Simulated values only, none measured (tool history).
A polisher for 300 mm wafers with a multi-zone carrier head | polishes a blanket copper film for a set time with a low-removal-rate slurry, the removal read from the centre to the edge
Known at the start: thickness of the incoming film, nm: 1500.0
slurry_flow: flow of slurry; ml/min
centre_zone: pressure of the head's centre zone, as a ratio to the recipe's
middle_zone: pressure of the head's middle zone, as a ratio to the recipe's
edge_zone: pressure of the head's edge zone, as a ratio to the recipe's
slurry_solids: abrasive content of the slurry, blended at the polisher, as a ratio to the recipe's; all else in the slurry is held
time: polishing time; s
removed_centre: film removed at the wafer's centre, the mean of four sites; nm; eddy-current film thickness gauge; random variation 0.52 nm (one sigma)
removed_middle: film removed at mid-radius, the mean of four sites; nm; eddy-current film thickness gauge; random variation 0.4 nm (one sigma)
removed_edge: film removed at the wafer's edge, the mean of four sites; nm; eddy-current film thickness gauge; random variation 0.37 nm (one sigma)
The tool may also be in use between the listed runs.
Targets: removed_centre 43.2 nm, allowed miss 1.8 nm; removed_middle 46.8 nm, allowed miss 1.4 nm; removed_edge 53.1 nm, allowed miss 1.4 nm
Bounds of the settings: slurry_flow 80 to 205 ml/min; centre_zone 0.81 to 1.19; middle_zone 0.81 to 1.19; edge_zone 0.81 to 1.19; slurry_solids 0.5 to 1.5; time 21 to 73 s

run 1 hour=0 | slurry_flow=135 centre_zone=1 middle_zone=1 edge_zone=1 slurry_solids=1 time=47 | removed_centre=81.702 removed_middle=80.94 removed_edge=82.103
run 2 hour=4.9 | slurry_flow=135 centre_zone=1 middle_zone=1 edge_zone=0.92 slurry_solids=1 time=47 | removed_centre=83.215 removed_middle=81.776 removed_edge=79.584
run 3 hour=8.3 | slurry_flow=135 centre_zone=1.04 middle_zone=1 edge_zone=0.92 slurry_solids=1 time=47 | removed_centre=85.658 removed_middle=82.321 removed_edge=78.681
run 4 hour=15.5 | slurry_flow=135 centre_zone=1.09 middle_zone=1 edge_zone=0.92 slurry_solids=1 time=47 | removed_centre=90.546 removed_middle=80.911 removed_edge=78.864
run 5 hour=20.8 | slurry_flow=125 centre_zone=1.03 middle_zone=0.97 edge_zone=0.93 slurry_solids=0.9 time=44 | removed_centre=77.154 removed_middle=71.699 removed_edge=72.314
run 6 hour=29.2 | slurry_flow=125 centre_zone=1.03 middle_zone=1.02 edge_zone=0.93 slurry_solids=0.9 time=44 | removed_centre=77.69 removed_middle=74.518 removed_edge=71.781
run 7 hour=36.5 | slurry_flow=115 centre_zone=0.98 middle_zone=1 edge_zone=0.95 slurry_solids=0.8 time=41 | removed_centre=65.416 removed_middle=65.951 removed_edge=64.56
run 8 hour=37.2 | slurry_flow=105 centre_zone=0.94 middle_zone=0.97 edge_zone=0.97 slurry_solids=0.7 time=40 | removed_centre=58.329 removed_middle=58.942 removed_edge=61.82
run 9 hour=40.2 | slurry_flow=80 centre_zone=0.84 middle_zone=0.91 edge_zone=0.93 slurry_solids=0.5 time=36 | removed_centre=41.364 removed_middle=45.966 removed_edge=48.909
run 10 hour=42.9 | slurry_flow=85 centre_zone=0.84 middle_zone=0.91 edge_zone=0.95 slurry_solids=0.5 time=36 | removed_centre=41.307 removed_middle=45.894 removed_edge=49.49
run 11 hour=51.5 | slurry_flow=90 centre_zone=0.84 middle_zone=0.91 edge_zone=0.97 slurry_solids=0.5 time=36 | removed_centre=41.742 removed_middle=45.601 removed_edge=50.508
run 12 hour=59.4 | slurry_flow=110 centre_zone=0.83 middle_zone=0.91 edge_zone=1.01 slurry_solids=0.55 time=36 | removed_centre=44.111 removed_middle=48.732 removed_edge=54.394
run 13 hour=63.6 | slurry_flow=105 centre_zone=0.83 middle_zone=0.91 edge_zone=1.01 slurry_solids=0.55 time=36 | removed_centre=44.726 removed_middle=49.089 removed_edge=53.246

4 next moves are on the table. One of them brings every result within its allowed miss. Which?
run A hour=67.8 | slurry_flow=120 centre_zone=0.9 middle_zone=0.95 edge_zone=1.05 slurry_solids=0.55 time=35 | removed_centre=? removed_middle=? removed_edge=?
run B hour=67.8 | slurry_flow=80 centre_zone=0.88 middle_zone=0.94 edge_zone=1.09 slurry_solids=0.6 time=35 | removed_centre=? removed_middle=? removed_edge=?
run C hour=67.8 | slurry_flow=110 centre_zone=0.82 middle_zone=0.99 edge_zone=0.97 slurry_solids=0.65 time=35 | removed_centre=? removed_middle=? removed_edge=?
run D hour=67.8 | slurry_flow=100 centre_zone=0.87 middle_zone=1.02 edge_zone=1.02 slurry_solids=0.9 time=32 | removed_centre=? removed_middle=? removed_edge=?

move=A removed_centre=47.109 removed_middle=49.856 removed_edge=53.98
move=B removed_centre=42.86 removed_middle=46.514 removed_edge=53.062
move=C removed_centre=43.982 removed_middle=52.504 removed_edge=53.24
move=D removed_centre=44.719 removed_middle=51.781 removed_edge=52.891
A: further off than the last run
B: meets every target
C: further off than the last run
D: further off than the last run
Move B is the one to make.

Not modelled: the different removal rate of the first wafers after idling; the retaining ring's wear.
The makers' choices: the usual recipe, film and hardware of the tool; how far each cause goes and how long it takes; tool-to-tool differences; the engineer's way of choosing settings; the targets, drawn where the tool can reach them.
